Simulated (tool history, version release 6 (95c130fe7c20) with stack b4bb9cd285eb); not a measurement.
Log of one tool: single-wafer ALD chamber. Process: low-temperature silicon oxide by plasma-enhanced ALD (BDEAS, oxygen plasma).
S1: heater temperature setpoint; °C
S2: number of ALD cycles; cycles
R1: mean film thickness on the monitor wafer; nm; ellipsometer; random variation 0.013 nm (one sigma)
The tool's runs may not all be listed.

Run 1, hour 0: S1 100 °C, S2 25 cycles. Result: R1 3.4633 nm.
Run 2, hour 4.7: S1 99 °C, S2 26 cycles. Result: R1 3.603 nm.
Run 3, hour 11.5: S1 104 °C, S2 26 cycles. Result: R1 3.5449 nm.
Run 4, hour 17.8: S1 102 °C, S2 27 cycles. Result: R1 3.7018 nm.
Run 5, hour 26.3: S1 100 °C, S2 28 cycles. Result: R1 3.8273 nm.
Run 6, hour 32.2: S1 95 °C, S2 28 cycles. Result: R1 3.9353 nm.
Run 7, hour 33: S1 93 °C, S2 28 cycles. Result: R1 3.9619 nm.
Run 8, hour 36.3: S1 92 °C, S2 28 cycles. Result: R1 3.9585 nm.

The next listed run, before its measurement:
Run 9, hour 41.1: S1 91 °C, S2 28 cycles. Result: R1 ?.

Run 9 gave R1 3.9579 nm.
